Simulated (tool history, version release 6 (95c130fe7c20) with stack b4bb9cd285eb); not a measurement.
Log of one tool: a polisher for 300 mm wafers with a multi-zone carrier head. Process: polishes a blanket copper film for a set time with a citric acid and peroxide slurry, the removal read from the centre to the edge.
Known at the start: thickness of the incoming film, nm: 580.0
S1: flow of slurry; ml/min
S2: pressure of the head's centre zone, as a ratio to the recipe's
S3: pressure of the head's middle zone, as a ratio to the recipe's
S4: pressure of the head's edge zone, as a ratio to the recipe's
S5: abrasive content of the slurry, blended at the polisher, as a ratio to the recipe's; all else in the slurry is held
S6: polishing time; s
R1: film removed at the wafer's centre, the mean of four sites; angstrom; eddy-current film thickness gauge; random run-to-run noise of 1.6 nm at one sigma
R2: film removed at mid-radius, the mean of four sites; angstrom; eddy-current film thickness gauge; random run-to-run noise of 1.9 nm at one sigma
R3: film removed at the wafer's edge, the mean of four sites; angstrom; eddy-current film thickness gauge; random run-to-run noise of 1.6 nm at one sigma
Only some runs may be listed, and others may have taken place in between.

Run 1, hour 0: S1 240 ml/min, S2 1, S3 1, S4 1, S5 1, S6 51 s. Result: R1 1463.4 angstrom, R2 1430.6 angstrom, R3 1471.1 angstrom.
Run 2, hour 3.8: S1 200 ml/min, S2 1, S3 1, S4 1, S5 1, S6 51 s. Result: R1 1420.4 angstrom, R2 1406.8 angstrom, R3 1436.5 angstrom.
Run 3, hour 9.8: S1 165 ml/min, S2 1, S3 1, S4 1, S5 1, S6 51 s. Result: R1 1392.3 angstrom, R2 1384.8 angstrom, R3 1414.4 angstrom.
Run 4, hour 15.9: S1 165 ml/min, S2 1, S3 1, S4 0.92, S5 1, S6 51 s. Result: R1 1385.4 angstrom, R2 1395.2 angstrom, R3 1353.4 angstrom.
Run 5, hour 23.1: S1 165 ml/min, S2 1, S3 1, S4 0.92, S5 1, S6 39 s. Result: R1 1073.9 angstrom, R2 1059.2 angstrom, R3 1046.9 angstrom.
Run 6, hour 26.9: S1 165 ml/min, S2 1.06, S3 1, S4 0.92, S5 1, S6 39 s. Result: R1 1120.2 angstrom, R2 1055.5 angstrom, R3 1043.3 angstrom.
Run 7, hour 34.6: S1 195 ml/min, S2 1.08, S3 1.04, S4 1, S5 1.15, S6 43 s. Result: R1 1309.5 angstrom, R2 1277.9 angstrom, R3 1244.2 angstrom.
Run 8, hour 39.4: S1 225 ml/min, S2 1.1, S3 1.06, S4 1.06, S5 1.25, S6 45 s. Result: R1 1449.6 angstrom, R2 1370.2 angstrom, R3 1356.3 angstrom.

Run 9, settings as shown, results not yet in. Your forecast:
Run 9, hour 47.3: S1 240 ml/min, S2 1.09, S3 1.08, S4 1.1, S5 1.35, S6 48 s. Result: R1 ?, R2 ?, R3 ?.

For run 9 the tool returned R1 1571 angstrom, R2 1529.8 angstrom, R3 1514.6 angstrom.
